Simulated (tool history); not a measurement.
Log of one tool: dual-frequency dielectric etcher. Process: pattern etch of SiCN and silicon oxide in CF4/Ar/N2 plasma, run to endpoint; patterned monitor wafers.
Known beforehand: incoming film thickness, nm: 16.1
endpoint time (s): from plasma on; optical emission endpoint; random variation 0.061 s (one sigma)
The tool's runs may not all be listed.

| run | day | source power (W) | bias power (W) | Ar flow (sccm) | CF4 flow (sccm) | endpoint time (s) |
|---|---|---|---|---|---|---|
| 1 | 0 | 450 | 88 | 131 | 59 | 17.96 |
| 2 | 0.296 | 470 | 89 | 131 | 59 | 17.284 |
| 3 | 0.396 | 490 | 90 | 131 | 59 | 16.438 |
| 4 | 0.529 | 500 | 90 | 131 | 59 | 16.234 |
| 5 | 0.729 | 500 | 90 | 110 | 59 | 15.753 |
| 6 | 0.983 | 510 | 90 | 110 | 59 | 15.537 |
| 7 | 1.096 | 520 | 90 | 110 | 59 | 15.189 |

For run 8, what comes out?
| 8 | 1.4 | 530 | 90 | 110 | 59 | ? |

endpoint time (s): 14.895

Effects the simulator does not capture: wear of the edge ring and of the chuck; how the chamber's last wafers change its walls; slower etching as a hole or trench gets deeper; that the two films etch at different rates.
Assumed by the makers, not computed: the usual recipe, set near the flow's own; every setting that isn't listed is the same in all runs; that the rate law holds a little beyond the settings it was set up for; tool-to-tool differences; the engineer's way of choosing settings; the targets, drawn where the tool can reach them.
